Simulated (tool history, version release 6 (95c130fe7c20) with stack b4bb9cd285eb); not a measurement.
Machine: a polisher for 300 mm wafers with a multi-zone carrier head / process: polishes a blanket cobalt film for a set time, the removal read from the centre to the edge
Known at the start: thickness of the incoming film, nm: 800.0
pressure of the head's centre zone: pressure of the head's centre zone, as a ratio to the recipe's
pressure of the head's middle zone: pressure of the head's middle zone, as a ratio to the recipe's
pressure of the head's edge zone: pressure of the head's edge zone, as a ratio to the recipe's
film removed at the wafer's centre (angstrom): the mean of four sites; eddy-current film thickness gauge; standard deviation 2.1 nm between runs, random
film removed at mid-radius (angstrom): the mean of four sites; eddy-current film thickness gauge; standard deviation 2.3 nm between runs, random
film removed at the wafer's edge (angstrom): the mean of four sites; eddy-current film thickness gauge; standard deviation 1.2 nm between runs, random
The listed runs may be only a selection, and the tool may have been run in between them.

run  hour  flow of slurry (ml/min)  pressure of the head's centre zone  pressure of the head's middle zone  pressure of the head's edge zone  polishing time (s)  film removed at the wafer's centre (angstrom)  film removed at mid-radius (angstrom)  film removed at the wafer's edge (angstrom)
  1   0.0                      295                                1.00                                1.00                              1.00                  30                                         1445.1                                 1434.3                                       1385.9
  2   5.9                      300                                1.03                                1.01                              1.03                  31                                         1543.7                                 1491.0                                       1477.8
  3  14.7                      250                                1.03                                1.01                              1.03                  31                                         1497.8                                 1500.2                                       1463.3
  4  22.2                      250                                1.03                                1.01                              0.99                  31                                         1487.7                                 1471.7                                       1423.2
  5  28.0                      250                                1.03                                1.01                              0.95                  31                                         1505.4                                 1493.6                                       1400.0
  6  29.9                      250                                1.11                                1.01                              0.95                  31                                         1581.5                                 1475.0                                       1382.6
  7  33.1                      265                                1.13                                1.02                              0.98                  32                                         1693.3                                 1540.4                                       1461.5
  8  37.1                      275                                1.14                                1.03                              1.01                  33                                         1769.2                                 1598.3                                       1553.0
  9  38.7                      290                                1.15                                1.05                              1.03                  34                                         1871.3                                 1679.1                                       1608.3
 10  43.2                      295                                1.16                                1.06                              1.05                  34                                         1850.9                                 1687.3                                       1636.6
 11  46.9                      305                                1.17                                1.06                              1.06                  35                                         1936.7                                 1784.4                                       1658.3
 12  50.5                      300                                1.17                                1.05                              1.08                  36                                         2017.9                                 1762.9                                       1749.2

Forecast run 13:
 13  52.2                      305                                1.17                                1.06                              1.09                  36                                              ?                                      ?                                            ?

film removed at the wafer's centre (angstrom): 2034.6
film removed at mid-radius (angstrom): 1772.8
film removed at the wafer's edge (angstrom): 1761.2
